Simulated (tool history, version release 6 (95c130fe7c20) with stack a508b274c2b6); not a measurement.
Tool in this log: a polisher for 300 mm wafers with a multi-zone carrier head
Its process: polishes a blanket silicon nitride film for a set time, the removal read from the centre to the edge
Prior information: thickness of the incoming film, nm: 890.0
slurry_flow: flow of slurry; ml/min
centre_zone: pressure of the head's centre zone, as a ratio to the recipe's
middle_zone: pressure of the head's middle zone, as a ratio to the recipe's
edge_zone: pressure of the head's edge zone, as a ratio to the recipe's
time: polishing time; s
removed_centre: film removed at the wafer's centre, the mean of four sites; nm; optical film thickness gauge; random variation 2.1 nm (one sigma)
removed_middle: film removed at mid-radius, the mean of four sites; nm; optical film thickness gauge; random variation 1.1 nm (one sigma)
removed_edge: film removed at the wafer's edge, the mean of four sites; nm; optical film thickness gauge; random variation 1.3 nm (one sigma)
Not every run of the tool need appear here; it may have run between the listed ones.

run 1 day=0.000 | slurry_flow=120 centre_zone=1.00 middle_zone=1.00 edge_zone=1.00 time=85 | removed_centre=95.85 removed_middle=101.20 removed_edge=101.15
run 2 day=0.117 | slurry_flow=140 centre_zone=1.00 middle_zone=1.00 edge_zone=1.00 time=85 | removed_centre=103.59 removed_middle=103.92 removed_edge=104.60
run 3 day=0.350 | slurry_flow=145 centre_zone=1.02 middle_zone=1.01 edge_zone=1.02 time=87 | removed_centre=108.91 removed_middle=108.52 removed_edge=108.13
run 4 day=0.688 | slurry_flow=150 centre_zone=1.04 middle_zone=1.01 edge_zone=1.04 time=89 | removed_centre=112.81 removed_middle=111.28 removed_edge=113.79
run 5 day=0.725 | slurry_flow=180 centre_zone=1.04 middle_zone=1.01 edge_zone=1.04 time=89 | removed_centre=119.53 removed_middle=117.13 removed_edge=115.09
run 6 day=0.750 | slurry_flow=185 centre_zone=1.04 middle_zone=1.01 edge_zone=1.04 time=89 | removed_centre=119.89 removed_middle=118.29 removed_edge=116.54
run 7 day=1.046 | slurry_flow=185 centre_zone=1.07 middle_zone=1.01 edge_zone=1.05 time=91 | removed_centre=123.91 removed_middle=118.65 removed_edge=120.20
run 8 day=1.104 | slurry_flow=185 centre_zone=1.09 middle_zone=1.01 edge_zone=1.03 time=93 | removed_centre=129.25 removed_middle=122.40 removed_edge=122.36
run 9 day=1.375 | slurry_flow=185 centre_zone=1.11 middle_zone=1.00 edge_zone=1.02 time=95 | removed_centre=131.61 removed_middle=123.98 removed_edge=124.21

Run 10 has not been measured yet. What should we expect?
-- day=1.488 slurry nozzle cleaned
run 10 day=1.488 | slurry_flow=185 centre_zone=1.13 middle_zone=0.98 edge_zone=1.01 time=97 | removed_centre=? removed_middle=? removed_edge=?

removed_centre: 147.56 nm
removed_middle: 133.00 nm
removed_edge: 129.47 nm
